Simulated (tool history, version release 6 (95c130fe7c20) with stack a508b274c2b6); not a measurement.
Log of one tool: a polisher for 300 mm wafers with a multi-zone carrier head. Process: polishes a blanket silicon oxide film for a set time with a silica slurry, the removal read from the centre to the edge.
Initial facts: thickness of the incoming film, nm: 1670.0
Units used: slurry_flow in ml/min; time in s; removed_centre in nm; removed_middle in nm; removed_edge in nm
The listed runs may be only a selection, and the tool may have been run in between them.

Run 1, hour 0.0: slurry_flow 255 ml/min, centre_zone 1.00, middle_zone 1.00, edge_zone 1.00, slurry_solids 1.00, time 67 s. Result: removed_centre 121.350 nm, removed_middle 120.360 nm, removed_edge 120.440 nm.
Run 2, hour 8.6: slurry_flow 255 ml/min, centre_zone 1.00, middle_zone 0.98, edge_zone 0.96, slurry_solids 0.85, time 62 s. Result: removed_centre 105.000 nm, removed_middle 100.420 nm, removed_edge 102.970 nm.
Run 3, hour 13.4: slurry_flow 295 ml/min, centre_zone 1.00, middle_zone 0.98, edge_zone 0.96, slurry_solids 0.85, time 62 s. Result: removed_centre 108.910 nm, removed_middle 102.140 nm, removed_edge 103.470 nm.
Run 4, hour 16.9: slurry_flow 295 ml/min, centre_zone 0.96, middle_zone 0.98, edge_zone 0.96, slurry_solids 0.85, time 62 s. Result: removed_centre 102.700 nm, removed_middle 103.220 nm, removed_edge 105.010 nm.
Run 5, hour 23.1: slurry_flow 290 ml/min, centre_zone 0.97, middle_zone 0.98, edge_zone 0.93, slurry_solids 0.75, time 58 s. Result: removed_centre 92.237 nm, removed_middle 92.713 nm, removed_edge 90.495 nm.
Run 6, hour 27.1: slurry_flow 280 ml/min, centre_zone 0.97, middle_zone 0.96, edge_zone 0.90, slurry_solids 0.70, time 57 s. Result: removed_centre 86.636 nm, removed_middle 87.857 nm, removed_edge 85.716 nm.
Run 7, hour 30.0: slurry_flow 275 ml/min, centre_zone 0.98, middle_zone 0.94, edge_zone 0.88, slurry_solids 0.65, time 56 s. Result: removed_centre 84.555 nm, removed_middle 80.780 nm, removed_edge 80.514 nm.
Run 8, hour 37.7: slurry_flow 265 ml/min, centre_zone 0.98, middle_zone 0.93, edge_zone 0.86, slurry_solids 0.60, time 55 s. Result: removed_centre 78.901 nm, removed_middle 74.352 nm, removed_edge 74.859 nm.
Run 9, hour 40.0: slurry_flow 250 ml/min, centre_zone 0.98, middle_zone 0.93, edge_zone 0.85, slurry_solids 0.60, time 55 s. Result: removed_centre 79.382 nm, removed_middle 74.935 nm, removed_edge 74.980 nm.
Run 10, hour 45.6: slurry_flow 245 ml/min, centre_zone 0.98, middle_zone 0.93, edge_zone 0.84, slurry_solids 0.55, time 55 s. Result: removed_centre 74.438 nm, removed_middle 72.058 nm, removed_edge 72.199 nm.
Run 11, hour 46.8: slurry_flow 245 ml/min, centre_zone 0.99, middle_zone 0.93, edge_zone 0.83, slurry_solids 0.55, time 55 s. Result: removed_centre 78.362 nm, removed_middle 72.799 nm, removed_edge 70.304 nm.

Predict the results of run 12:
Run 12, hour 49.8: slurry_flow 210 ml/min, centre_zone 0.97, middle_zone 0.88, edge_zone 0.81, slurry_solids 0.50, time 55 s. Result: removed_centre ?, removed_middle ?, removed_edge ?.

removed_centre: 70.755 nm
removed_middle: 65.554 nm
removed_edge: 67.049 nm
